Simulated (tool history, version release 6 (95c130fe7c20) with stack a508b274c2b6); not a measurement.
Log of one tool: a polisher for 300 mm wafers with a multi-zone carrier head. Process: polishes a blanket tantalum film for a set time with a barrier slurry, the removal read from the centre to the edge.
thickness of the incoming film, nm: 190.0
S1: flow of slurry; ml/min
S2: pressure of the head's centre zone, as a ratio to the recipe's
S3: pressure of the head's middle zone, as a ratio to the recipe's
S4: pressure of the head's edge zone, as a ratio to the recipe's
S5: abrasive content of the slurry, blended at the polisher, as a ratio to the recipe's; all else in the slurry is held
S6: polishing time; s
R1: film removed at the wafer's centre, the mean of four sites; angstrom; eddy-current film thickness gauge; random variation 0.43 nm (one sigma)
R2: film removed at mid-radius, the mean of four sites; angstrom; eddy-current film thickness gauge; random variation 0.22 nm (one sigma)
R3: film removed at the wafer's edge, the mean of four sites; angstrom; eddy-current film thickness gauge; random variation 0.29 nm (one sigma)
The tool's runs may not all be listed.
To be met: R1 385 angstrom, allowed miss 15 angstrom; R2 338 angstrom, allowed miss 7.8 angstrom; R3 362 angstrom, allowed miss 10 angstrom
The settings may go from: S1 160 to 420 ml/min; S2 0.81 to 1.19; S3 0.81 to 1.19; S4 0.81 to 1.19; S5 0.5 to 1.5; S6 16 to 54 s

run,day,S1,S2,S3,S4,S5,S6,R1,R2,R3
1,0,270,1,1,1,1,35,581.44,567.7,575.29
2,0.267,270,1.08,1,1,1,35,621.16,572.89,566.82
3,0.325,260,1.05,0.96,0.96,0.85,32,520.08,472.8,488.2
4,0.525,260,1.05,0.96,0.96,1.05,32,557.86,511.92,530.27
5,0.675,295,1.05,0.96,0.96,1.05,32,564.64,519.14,528.85
6,1.012,295,1.05,0.96,0.96,1.05,37,660.39,602.14,619.2
7,1.125,245,0.98,0.86,0.86,0.8,27,393.5,352.15,385.56
8,1.162,235,0.99,0.86,0.84,0.8,27,393.18,351.35,377.5
9,1.438,225,0.99,0.86,0.83,0.8,27,384.84,348.37,375.62
10,1.617,220,1,0.86,0.82,0.8,27,389.08,343.89,376.77

5 next moves are on the table. One of them brings every result within its allowed miss. Which?
A,1.796,200,0.94,0.86,0.84,0.95,26,?,?,?
B,1.796,160,1.03,0.85,0.82,1,27,?,?,?
C,1.796,165,1.02,0.86,0.86,0.85,28,?,?,?
D,1.796,220,1.04,0.9,0.88,0.85,25,?,?,?
E,1.796,160,0.95,0.81,0.88,0.65,32,?,?,?

move,R1,R2,R3
A,368.03,352.83,386.4
B,406.11,353.49,393.06
C,395.3,350.51,390.49
D,381.89,342.4,364.64
E,366.75,333.15,393.32
A: further off than the last run
B: further off than the last run
C: further off than the last run
D: meets every target
E: further off than the last run
Answer: D
